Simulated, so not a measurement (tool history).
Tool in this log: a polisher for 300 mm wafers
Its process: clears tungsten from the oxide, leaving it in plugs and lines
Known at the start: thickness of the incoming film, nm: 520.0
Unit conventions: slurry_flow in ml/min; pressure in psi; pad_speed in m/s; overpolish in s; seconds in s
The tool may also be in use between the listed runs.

run    day  slurry_flow  pressure  pad_speed  slurry_solids  overpolish  seconds
  1  0.000          245       3.8       0.86            1.0          46   144.92
  2  0.079          245       3.4       0.84            1.0          46   156.15
  3  0.379          245       3.1       0.80            1.0          46   172.15
  4  0.475          245       3.1       0.80            0.8          46   181.43
  5  0.733          245       3.1       0.80            0.9          46   175.37
  6  1.033          245       2.9       0.76            0.9          46   194.26
  7  1.217          245       2.7       0.74            0.9          46   205.19
  8  1.283          245       2.5       0.72            0.9          46   221.65
  9  1.558          245       2.4       0.72            0.9          46   223.75
 10  1.812          245       2.3       0.72            0.9          46   227.42
 11  1.854          245       2.2       0.72            0.9          46   234.59
 12  2.196          245       2.1       0.72            0.9          46   240.67

Expected results for the next run?
 13  2.375          245       2.0       0.72            0.9          46        ?

Run 13 came out at seconds 242.71 s.
